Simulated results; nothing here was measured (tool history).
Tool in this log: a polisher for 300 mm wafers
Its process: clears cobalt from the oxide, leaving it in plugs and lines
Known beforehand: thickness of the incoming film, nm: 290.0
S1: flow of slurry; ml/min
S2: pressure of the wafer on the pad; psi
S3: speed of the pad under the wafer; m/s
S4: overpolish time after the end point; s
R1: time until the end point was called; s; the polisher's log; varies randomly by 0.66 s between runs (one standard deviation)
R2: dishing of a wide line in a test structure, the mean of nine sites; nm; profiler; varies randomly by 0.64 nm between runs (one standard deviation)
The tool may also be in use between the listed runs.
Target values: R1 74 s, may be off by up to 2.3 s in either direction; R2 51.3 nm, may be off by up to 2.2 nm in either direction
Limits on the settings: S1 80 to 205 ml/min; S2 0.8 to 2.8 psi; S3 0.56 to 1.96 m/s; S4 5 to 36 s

run  hour   S1   S2    S3  S4      R1      R2
  1     0  135  1.8  1.26  18  51.996  64.925
  2   4.5  130  1.6  1.26  17  58.766  60.199
  3   5.9  130    2  1.26  17  47.323  65.648
  4  10.9  130    2  0.98  17  61.055  60.914
     11.4  -- worn pad replaced by a new one
  5  11.4  155    2  0.98  17  54.916  63.143
  6  12.1  155    2  1.24  17  43.319  69.758
  7  18.2  135  1.9  1.24  17  46.478  66.323
  8  25.6  125  1.7  1.24  16  52.384  61.205
  9  31.7  115  1.5  1.24  16  60.629  56.867
 10  33.8  110  1.4  1.24  16  66.599  56.067
 11  36.6   90  1.3  1.24  13  75.375  44.977
 12  41.8   95  1.3  1.24  14  74.217  45.963

4 candidate next runs follow, results not yet known. Just one meets every target within its allowed miss. Identify it.
  A    47  100  1.5   1.1  18   ?   ?
  B    47  125  1.3  1.14  14   ?   ?
  C    47  105  1.4   1.1  16   ?   ?
  D    47   85  1.9  0.86  12   ?   ?

move      R1      R2
   A  71.387  56.215
   B  74.708   47.04
   C  75.241  50.932
   D  75.803  41.957
A: carries the result that was furthest off beyond its target, to the other side
B: an improvement on the last run, though not all results are within tolerance
C: each result inside its tolerance
D: lands further from the targets than the last run did
Answer: C

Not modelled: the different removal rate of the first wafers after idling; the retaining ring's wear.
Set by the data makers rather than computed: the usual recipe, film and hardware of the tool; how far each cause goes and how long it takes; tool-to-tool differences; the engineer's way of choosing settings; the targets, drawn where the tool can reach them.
